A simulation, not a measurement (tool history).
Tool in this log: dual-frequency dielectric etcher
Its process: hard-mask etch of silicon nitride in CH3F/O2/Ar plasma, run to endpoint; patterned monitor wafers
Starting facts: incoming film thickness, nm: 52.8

run    day  source power (kW)  bias power (kW)  endpoint time (s)
  1  0.000              0.300            0.053            100.840
  2  0.217              0.300            0.048            103.170
  3  0.529              0.330            0.050             96.983
  4  0.746              0.300            0.050            101.930
  5  0.962              0.250            0.050            111.850
  6  1.167              0.280            0.051            104.800
  7  1.421              0.310            0.052             99.696
  8  1.792              0.330            0.053             96.019
  9  1.900              0.340            0.054             94.673
 10  2.046              0.340            0.054             94.284
 11  2.392              0.350            0.055             92.316

For run 12, what comes out?
 12  2.675              0.360            0.055                  ?

{"run 12": {"endpoint time (s)": 91.205}}
